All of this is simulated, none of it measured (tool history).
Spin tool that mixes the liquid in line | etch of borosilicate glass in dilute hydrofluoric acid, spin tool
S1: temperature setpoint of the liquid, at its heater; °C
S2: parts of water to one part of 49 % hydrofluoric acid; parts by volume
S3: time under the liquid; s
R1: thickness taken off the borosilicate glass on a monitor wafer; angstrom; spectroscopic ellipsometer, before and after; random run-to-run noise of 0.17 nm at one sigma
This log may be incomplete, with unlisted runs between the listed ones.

run	hour	S1	S2	S3	R1
1	0	21	195	175	133.19
2	3.7	21	265	175	90.011
3	10	23	230	175	117.15
4	12.6	23	230	185	123.44
5	19.3	24.5	205	185	148.83
6	23.4	24.5	255	185	114.18
7	27	25.5	225	185	140.84
8	33.7	26.5	205	185	160.97
# hour 36.1: thermometer replaced
9	36.1	29	145	185	295.17

For run 10, what comes out?
10	43.2	27.5	145	185	?

{"run 10": {"R1": 279.05}}
